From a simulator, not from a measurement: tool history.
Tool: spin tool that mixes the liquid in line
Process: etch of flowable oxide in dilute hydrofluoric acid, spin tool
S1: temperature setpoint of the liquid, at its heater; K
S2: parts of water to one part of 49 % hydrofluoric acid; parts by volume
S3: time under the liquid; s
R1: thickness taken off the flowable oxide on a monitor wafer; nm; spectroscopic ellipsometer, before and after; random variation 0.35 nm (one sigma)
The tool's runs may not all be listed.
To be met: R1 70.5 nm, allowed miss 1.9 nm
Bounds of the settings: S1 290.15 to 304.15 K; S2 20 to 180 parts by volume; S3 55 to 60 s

Run 1, day 0: S1 296.15 K, S2 100 parts by volume, S3 55 s. Result: R1 28.52 nm.
Run 2, day 0.358: S1 296.15 K, S2 130 parts by volume, S3 55 s. Result: R1 21.246 nm.
Run 3, day 0.396: S1 296.15 K, S2 150 parts by volume, S3 55 s. Result: R1 17.859 nm.
Run 4, day 0.462: S1 294.65 K, S2 150 parts by volume, S3 55 s. Result: R1 16.871 nm.
Run 5, day 0.512: S1 296.65 K, S2 120 parts by volume, S3 55 s. Result: R1 23.616 nm.
Run 6, day 0.608: S1 296.65 K, S2 140 parts by volume, S3 55 s. Result: R1 19.743 nm.
Run 7, day 0.679: S1 298.15 K, S2 110 parts by volume, S3 55 s. Result: R1 27.464 nm.
Run 8, day 0.875: S1 299.65 K, S2 90 parts by volume, S3 55 s. Result: R1 36.678 nm.
Run 9, day 1.192: S1 300.65 K, S2 80 parts by volume, S3 55 s. Result: R1 43.535 nm.
Run 10, day 1.288: S1 301.65 K, S2 70 parts by volume, S3 55 s. Result: R1 52.409 nm.

5 next moves are on the table. One of them brings every result within its allowed miss. Which?
Run A, day 1.383: S1 302.15 K, S2 50 parts by volume, S3 55 s. Result: R1 ?.
Run B, day 1.383: S1 303.65 K, S2 65 parts by volume, S3 60 s. Result: R1 ?.
Run C, day 1.383: S1 301.15 K, S2 55 parts by volume, S3 55 s. Result: R1 ?.
Run D, day 1.383: S1 303.65 K, S2 60 parts by volume, S3 55 s. Result: R1 ?.
Run E, day 1.383: S1 302.65 K, S2 60 parts by volume, S3 60 s. Result: R1 ?.

move      R1
   A  76.937
   B  66.924
   C  66.732
   D  66.968
   E  70.271
A: takes the result that was furthest off past its target
B: nearer than the last run, and not there yet
C: nearer than the last run, and not there yet
D: nearer than the last run, and not there yet
E: meets every target
Move E is the one to make.
